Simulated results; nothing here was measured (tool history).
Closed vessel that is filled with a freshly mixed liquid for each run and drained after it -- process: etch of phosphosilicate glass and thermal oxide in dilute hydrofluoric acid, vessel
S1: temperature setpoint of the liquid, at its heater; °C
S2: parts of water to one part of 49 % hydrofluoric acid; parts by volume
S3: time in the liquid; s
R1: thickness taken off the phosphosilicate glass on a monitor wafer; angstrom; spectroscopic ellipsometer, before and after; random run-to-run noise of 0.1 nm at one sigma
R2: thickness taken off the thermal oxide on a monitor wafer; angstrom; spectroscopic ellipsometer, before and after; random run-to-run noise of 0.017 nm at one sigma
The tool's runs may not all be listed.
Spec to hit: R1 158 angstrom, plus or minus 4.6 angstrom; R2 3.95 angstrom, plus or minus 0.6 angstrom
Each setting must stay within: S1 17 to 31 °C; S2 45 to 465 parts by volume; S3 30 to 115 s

run,hour,S1,S2,S3,R1,R2
1,0,23,255,60,270.81,6.0914
2,7.9,23,255,70,319.4,7.8282
3,16.2,23,315,70,242.52,6.3544
4,24.6,22,325,70,226.15,5.5639
5,28.4,20,325,70,210.28,5.5324
# hour 32.8: thermometer replaced
6,32.8,20,335,70,217.9,5.6656
7,35.2,20,335,70,216.52,5.3406
8,37.9,20,350,70,204.52,4.7027
9,45.6,17,380,70,165.97,4.5444

Next run, 5 choices. One meets every target within its allowed miss, the rest don't. Which?
A,53.3,18,385,65,?,?
B,53.3,17,360,70,?,?
C,53.3,27,310,40,?,?
D,53.3,20,355,60,?,?
E,53.3,17,420,85,?,?

move,R1,R2
A,156.99,3.8697
B,177.87,4.3845
C,175.2,4.3186
D,173.02,4.2649
E,176.66,4.3545
A: every result within its allowed miss
B: moves away from the targets compared with the last run
C: moves away from the targets compared with the last run
D: moves away from the targets compared with the last run
E: moves away from the targets compared with the last run
Go with A: it meets all targets.
